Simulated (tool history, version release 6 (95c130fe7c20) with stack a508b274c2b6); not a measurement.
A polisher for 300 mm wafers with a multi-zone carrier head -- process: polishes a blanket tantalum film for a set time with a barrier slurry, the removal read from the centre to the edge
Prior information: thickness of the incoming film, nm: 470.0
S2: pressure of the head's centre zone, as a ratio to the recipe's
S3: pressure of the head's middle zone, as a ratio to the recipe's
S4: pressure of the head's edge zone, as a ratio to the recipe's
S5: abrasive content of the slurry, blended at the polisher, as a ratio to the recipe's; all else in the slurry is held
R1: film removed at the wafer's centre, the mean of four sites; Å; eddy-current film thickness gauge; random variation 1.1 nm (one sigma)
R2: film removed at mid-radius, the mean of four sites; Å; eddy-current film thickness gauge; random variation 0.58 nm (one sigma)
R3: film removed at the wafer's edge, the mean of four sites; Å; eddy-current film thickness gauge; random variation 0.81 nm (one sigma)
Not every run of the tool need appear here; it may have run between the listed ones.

Run 1, hour 0.0: flow of slurry (ml/min) 165, S2 1.00, S3 1.00, S4 1.00, S5 1.00, polishing time (s) 56. Result: R1 860.87 Å, R2 830.38 Å, R3 854.32 Å.
Run 2, hour 1.8: flow of slurry (ml/min) 165, S2 1.02, S3 1.02, S4 0.96, S5 0.90, polishing time (s) 54. Result: R1 842.88 Å, R2 776.36 Å, R3 795.55 Å.
Run 3, hour 4.1: flow of slurry (ml/min) 165, S2 0.97, S3 1.02, S4 0.96, S5 0.90, polishing time (s) 54. Result: R1 800.55 Å, R2 790.90 Å, R3 797.31 Å.
Run 4, hour 6.8: flow of slurry (ml/min) 180, S2 0.97, S3 1.02, S4 0.96, S5 0.90, polishing time (s) 54. Result: R1 816.35 Å, R2 795.80 Å, R3 784.69 Å.
Run 5, hour 11.0: flow of slurry (ml/min) 200, S2 0.96, S3 1.03, S4 0.93, S5 0.80, polishing time (s) 52. Result: R1 721.77 Å, R2 751.48 Å, R3 735.12 Å.
Run 6, hour 19.6: flow of slurry (ml/min) 200, S2 0.96, S3 1.03, S4 0.88, S5 0.80, polishing time (s) 52. Result: R1 760.62 Å, R2 758.09 Å, R3 747.63 Å.
Run 7, hour 22.1: flow of slurry (ml/min) 210, S2 1.01, S3 1.07, S4 0.86, S5 0.75, polishing time (s) 50. Result: R1 755.44 Å, R2 746.73 Å, R3 694.78 Å.
Run 8, hour 28.7: flow of slurry (ml/min) 210, S2 1.04, S3 1.09, S4 0.85, S5 0.70, polishing time (s) 49. Result: R1 755.06 Å, R2 724.13 Å, R3 657.24 Å.
Run 9, hour 34.3: flow of slurry (ml/min) 205, S2 1.05, S3 1.10, S4 0.84, S5 0.65, polishing time (s) 49. Result: R1 713.79 Å, R2 717.34 Å, R3 643.30 Å.
Run 10, hour 38.6: flow of slurry (ml/min) 205, S2 1.08, S3 1.10, S4 0.83, S5 0.60, polishing time (s) 49. Result: R1 729.83 Å, R2 700.19 Å, R3 609.43 Å.

Run 11 has not been measured yet. What should we expect?
Run 11, hour 44.2: flow of slurry (ml/min) 205, S2 1.08, S3 1.10, S4 0.83, S5 0.60, polishing time (s) 49. Result: R1 ?, R2 ?, R3 ?.

R1: 752.59 Å
R2: 698.93 Å
R3: 635.66 Å
